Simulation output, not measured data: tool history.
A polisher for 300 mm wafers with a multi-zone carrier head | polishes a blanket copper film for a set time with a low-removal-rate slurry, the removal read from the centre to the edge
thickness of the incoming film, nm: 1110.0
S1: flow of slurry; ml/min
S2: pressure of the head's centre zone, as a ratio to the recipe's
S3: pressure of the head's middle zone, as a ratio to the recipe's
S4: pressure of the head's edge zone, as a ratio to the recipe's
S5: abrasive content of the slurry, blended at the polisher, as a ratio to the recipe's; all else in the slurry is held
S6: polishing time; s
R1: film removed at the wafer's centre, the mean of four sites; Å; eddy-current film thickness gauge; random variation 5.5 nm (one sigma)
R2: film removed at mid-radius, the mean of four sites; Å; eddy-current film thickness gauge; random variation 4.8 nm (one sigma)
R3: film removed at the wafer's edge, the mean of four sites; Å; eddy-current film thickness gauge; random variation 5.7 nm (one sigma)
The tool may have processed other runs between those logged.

run,hour,S1,S2,S3,S4,S5,S6,R1,R2,R3
1,0,240,1,1,1,1,72,2938.6,3076.4,3112.8
2,6,260,1,1,1,1,72,2966.9,3084.5,3174.8
3,8.3,275,1.03,1,1.04,1.15,74,3302.7,3339.5,3458.9
4,16.4,275,1.03,1,0.98,1.15,74,3303.6,3239.8,3284
5,24.1,280,1.05,0.99,1.04,1.25,76,3511.4,3503.2,3633.8
6,25,285,1.08,0.98,1.08,1.3,77,3652.9,3516.3,3838.8
7,33.1,285,1.08,0.98,1.08,1.3,77,3708.3,3485.8,3826.2
8,40.9,290,1.09,0.99,1.11,1.35,78,3932.8,3596.4,3818.3

Forecast run 9:
9,43.4,290,1.08,0.98,1.11,1.4,80,?,?,?

Run 9 gave R1 3949.2 Å, R2 3722.4 Å, R3 4053.5 Å.
